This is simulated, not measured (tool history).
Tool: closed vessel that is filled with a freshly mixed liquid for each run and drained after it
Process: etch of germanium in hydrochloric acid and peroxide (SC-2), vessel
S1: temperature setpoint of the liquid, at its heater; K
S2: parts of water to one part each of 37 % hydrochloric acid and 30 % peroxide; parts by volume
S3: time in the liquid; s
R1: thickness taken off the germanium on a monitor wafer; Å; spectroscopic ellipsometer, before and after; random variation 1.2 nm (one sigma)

Run 1, hour 0.0: S1 323.15 K, S2 9.0 parts by volume, S3 100 s. Result: R1 2028.1 Å.
Run 2, hour 3.4: S1 320.15 K, S2 9.0 parts by volume, S3 100 s. Result: R1 1802.4 Å.
Run 3, hour 4.4: S1 318.15 K, S2 9.0 parts by volume, S3 100 s. Result: R1 1682.8 Å.
Run 4, hour 9.3: S1 318.15 K, S2 9.0 parts by volume, S3 100 s. Result: R1 1725.0 Å.
Run 5, hour 14.0: S1 316.65 K, S2 9.0 parts by volume, S3 100 s. Result: R1 1645.0 Å.
Run 6, hour 18.8: S1 316.65 K, S2 7.5 parts by volume, S3 100 s. Result: R1 1650.1 Å.
Run 7, hour 21.9: S1 311.15 K, S2 7.5 parts by volume, S3 100 s. Result: R1 1360.2 Å.

Forecast run 8:
Run 8, hour 26.2: S1 311.15 K, S2 7.5 parts by volume, S3 100 s. Result: R1 ?.

{"run 8": {"R1": 1363.8}}

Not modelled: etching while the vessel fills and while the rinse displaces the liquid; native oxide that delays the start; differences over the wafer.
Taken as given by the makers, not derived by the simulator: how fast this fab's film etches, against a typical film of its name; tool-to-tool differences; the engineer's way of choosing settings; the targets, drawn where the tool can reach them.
